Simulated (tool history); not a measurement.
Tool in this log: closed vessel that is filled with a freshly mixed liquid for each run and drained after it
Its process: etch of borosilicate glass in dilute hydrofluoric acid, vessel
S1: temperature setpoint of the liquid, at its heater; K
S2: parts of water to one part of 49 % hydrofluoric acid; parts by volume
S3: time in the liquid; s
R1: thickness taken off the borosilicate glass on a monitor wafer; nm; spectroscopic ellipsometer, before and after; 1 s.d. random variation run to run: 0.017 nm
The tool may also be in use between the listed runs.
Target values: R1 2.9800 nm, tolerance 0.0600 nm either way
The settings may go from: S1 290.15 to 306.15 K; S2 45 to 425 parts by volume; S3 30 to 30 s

run,day,S1,S2,S3,R1
1,0.000,298.15,235,30,4.2929
2,0.100,297.15,235,30,4.1469
3,0.279,297.15,235,30,4.1714
4,0.554,296.15,240,30,3.8969
5,0.696,296.15,240,30,3.9242
6,0.754,295.65,240,30,3.8275
7,0.892,295.15,240,30,3.7688
8,0.992,294.65,240,30,3.7204
9,1.183,294.15,240,30,3.6181
10,1.262,293.65,240,30,3.5526
11,1.421,293.65,240,30,3.5119
12,1.592,293.15,240,30,3.4759
13,1.962,292.65,240,30,3.4112
14,2.129,292.15,240,30,3.3568

Next run, 4 choices. One meets every target within its allowed miss, the rest don't. Which?
A,2.296,292.15,230,30,?
B,2.296,290.15,250,30,?
C,2.296,293.65,220,30,?
D,2.296,291.65,230,30,?

move,R1
A,3.5311
B,2.9535
C,3.9465
D,3.4638
A: lands further from the targets than the last run did
B: every result within its allowed miss
C: lands further from the targets than the last run did
D: lands further from the targets than the last run did
Correct choice: B, which meets every target

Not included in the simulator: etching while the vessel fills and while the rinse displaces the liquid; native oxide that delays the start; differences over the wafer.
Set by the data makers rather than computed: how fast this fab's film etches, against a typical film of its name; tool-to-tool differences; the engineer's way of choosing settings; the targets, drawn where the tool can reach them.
